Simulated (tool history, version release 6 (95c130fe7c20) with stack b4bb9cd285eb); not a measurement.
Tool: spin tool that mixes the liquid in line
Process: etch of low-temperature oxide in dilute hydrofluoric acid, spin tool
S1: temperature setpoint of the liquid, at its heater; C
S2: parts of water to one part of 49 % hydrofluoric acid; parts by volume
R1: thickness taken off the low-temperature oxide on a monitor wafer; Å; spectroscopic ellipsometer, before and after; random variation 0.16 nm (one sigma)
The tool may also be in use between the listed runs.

{"run": 1, "hour": 0.0, "S1": 26, "S2": 120, "time under the liquid (s)": 285, "R1": 364.54}
{"run": 2, "hour": 1.3, "S1": 24, "S2": 125, "time under the liquid (s)": 285, "R1": 326.3}
{"run": 3, "hour": 6.5, "S1": 24, "S2": 105, "time under the liquid (s)": 285, "R1": 400.35}
{"run": 4, "hour": 7.2, "S1": 24, "S2": 105, "time under the liquid (s)": 310, "R1": 427.75}
{"run": 5, "hour": 9.8, "S1": 24, "S2": 105, "time under the liquid (s)": 310, "R1": 433.43}
{"run": 6, "hour": 13.4, "S1": 22.5, "S2": 120, "time under the liquid (s)": 310, "R1": 354.81}
{"hour": 16.5, "done": "hydrofluoric acid flow meter replaced"}
{"run": 7, "hour": 16.5, "S1": 21.5, "S2": 130, "time under the liquid (s)": 310, "R1": 350.18}

Run 8 comes next. What will it give?
{"run": 8, "hour": 24.5, "S1": 21, "S2": 145, "time under the liquid (s)": 310, "R1": "?"}

R1: 297.17 Å

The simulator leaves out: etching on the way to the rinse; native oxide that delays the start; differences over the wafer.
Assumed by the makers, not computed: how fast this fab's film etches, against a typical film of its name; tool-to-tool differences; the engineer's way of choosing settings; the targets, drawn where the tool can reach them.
